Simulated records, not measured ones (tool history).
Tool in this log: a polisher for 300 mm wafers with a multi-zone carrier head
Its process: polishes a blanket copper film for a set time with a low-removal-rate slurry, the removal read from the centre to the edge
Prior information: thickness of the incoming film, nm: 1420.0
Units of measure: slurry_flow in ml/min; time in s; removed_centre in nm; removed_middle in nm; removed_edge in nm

run    day  slurry_flow  centre_zone  middle_zone  edge_zone  slurry_solids  time  removed_centre  removed_middle  removed_edge
  1      0          240            1            1          1              1    57          203.46          208.35        202.72
  2  0.104          240         1.09            1          1              1    57          220.45          212.48        202.51
  3  0.271          235         1.06         0.99          1           0.95    56          211.12          203.95        199.05
  4  0.367          235         1.06         0.99          1           1.05    56          213.11          207.17        201.41
  5  0.525          230         1.03         0.99          1              1    55          204.47          202.73        198.56
  6  0.558          230         1.01         0.99       1.01           0.95    53          185.52          193.22        187.81
  7  0.796          225         0.99         0.97          1            0.9    52          179.09          182.91        180.88
  8  1.012          220         0.97         0.96          1           0.85    51          168.49          177.08        174.66

Estimate the outcome of run 9 from the log above:
  9  1.321          215         0.95         0.95          1            0.8    51               ?               ?             ?

For run 9 the tool returned removed_centre 161.45 nm, removed_middle 173.28 nm, removed_edge 171.29 nm.

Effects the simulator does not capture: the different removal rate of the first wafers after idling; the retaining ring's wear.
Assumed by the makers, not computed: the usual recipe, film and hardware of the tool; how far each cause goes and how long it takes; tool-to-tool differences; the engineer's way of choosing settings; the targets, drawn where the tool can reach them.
